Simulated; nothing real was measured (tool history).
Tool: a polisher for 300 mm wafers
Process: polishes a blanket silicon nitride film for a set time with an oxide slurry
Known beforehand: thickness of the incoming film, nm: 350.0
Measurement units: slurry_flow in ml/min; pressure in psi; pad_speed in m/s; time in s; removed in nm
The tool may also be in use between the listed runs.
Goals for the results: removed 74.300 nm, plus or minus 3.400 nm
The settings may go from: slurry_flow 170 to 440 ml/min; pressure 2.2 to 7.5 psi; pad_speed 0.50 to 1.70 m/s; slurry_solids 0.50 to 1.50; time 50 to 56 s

Run 1, hour 0.0: slurry_flow 280 ml/min, pressure 4.8 psi, pad_speed 1.10 m/s, slurry_solids 1.00, time 56 s. Result: removed 52.036 nm.
Run 2, hour 8.2: slurry_flow 280 ml/min, pressure 5.1 psi, pad_speed 1.10 m/s, slurry_solids 1.00, time 56 s. Result: removed 55.999 nm.
Run 3, hour 8.9: slurry_flow 280 ml/min, pressure 5.3 psi, pad_speed 1.10 m/s, slurry_solids 1.00, time 56 s. Result: removed 57.606 nm.
Run 4, hour 10.2: slurry_flow 280 ml/min, pressure 5.3 psi, pad_speed 1.10 m/s, slurry_solids 1.00, time 50 s. Result: removed 50.058 nm.
Run 5, hour 17.2: slurry_flow 280 ml/min, pressure 5.3 psi, pad_speed 1.26 m/s, slurry_solids 1.00, time 50 s. Result: removed 55.416 nm.
Run 6, hour 21.5: slurry_flow 280 ml/min, pressure 5.3 psi, pad_speed 1.26 m/s, slurry_solids 0.85, time 50 s. Result: removed 51.628 nm.
Run 7, hour 24.9: slurry_flow 280 ml/min, pressure 5.6 psi, pad_speed 1.26 m/s, slurry_solids 0.85, time 50 s. Result: removed 53.865 nm.
Run 8, hour 26.5: slurry_flow 280 ml/min, pressure 5.9 psi, pad_speed 1.28 m/s, slurry_solids 0.85, time 50 s. Result: removed 56.281 nm.
Run 9, hour 29.3: slurry_flow 280 ml/min, pressure 6.1 psi, pad_speed 1.30 m/s, slurry_solids 0.85, time 50 s. Result: removed 56.834 nm.
Run 10, hour 32.4: slurry_flow 280 ml/min, pressure 6.3 psi, pad_speed 1.34 m/s, slurry_solids 0.85, time 50 s. Result: removed 61.448 nm.
Run 11, hour 33.3: slurry_flow 280 ml/min, pressure 6.5 psi, pad_speed 1.34 m/s, slurry_solids 0.85, time 50 s. Result: removed 62.318 nm.
Run 12, hour 38.2: slurry_flow 280 ml/min, pressure 6.6 psi, pad_speed 1.36 m/s, slurry_solids 0.85, time 50 s. Result: removed 62.887 nm.
Run 13, hour 41.5: slurry_flow 280 ml/min, pressure 6.7 psi, pad_speed 1.38 m/s, slurry_solids 0.85, time 50 s. Result: removed 64.843 nm.
At hour 46.3: slurry nozzle cleaned.
Run 14, hour 46.3: slurry_flow 280 ml/min, pressure 6.8 psi, pad_speed 1.40 m/s, slurry_solids 0.85, time 50 s. Result: removed 66.217 nm.

Consider the 5 candidate settings below. Which is the only one whose results all fall within their allowed miss of target?
Run A, hour 51.1: slurry_flow 270 ml/min, pressure 6.1 psi, pad_speed 1.34 m/s, slurry_solids 0.90, time 51 s. Result: removed ?.
Run B, hour 51.1: slurry_flow 330 ml/min, pressure 7.3 psi, pad_speed 1.54 m/s, slurry_solids 0.55, time 56 s. Result: removed ?.
Run C, hour 51.1: slurry_flow 220 ml/min, pressure 7.5 psi, pad_speed 1.70 m/s, slurry_solids 0.70, time 50 s. Result: removed ?.
Run D, hour 51.1: slurry_flow 220 ml/min, pressure 6.9 psi, pad_speed 1.58 m/s, slurry_solids 0.70, time 50 s. Result: removed ?.
Run E, hour 51.1: slurry_flow 275 ml/min, pressure 7.0 psi, pad_speed 1.24 m/s, slurry_solids 1.00, time 50 s. Result: removed ?.

move  removed
   A   63.581
   B   66.572
   C   74.125
   D   65.989
   E   67.822
A: further off than the last run
B: about as far from the targets as the last run
C: meets every target
D: about as far from the targets as the last run
E: nearer than the last run, and not there yet
Answer: C

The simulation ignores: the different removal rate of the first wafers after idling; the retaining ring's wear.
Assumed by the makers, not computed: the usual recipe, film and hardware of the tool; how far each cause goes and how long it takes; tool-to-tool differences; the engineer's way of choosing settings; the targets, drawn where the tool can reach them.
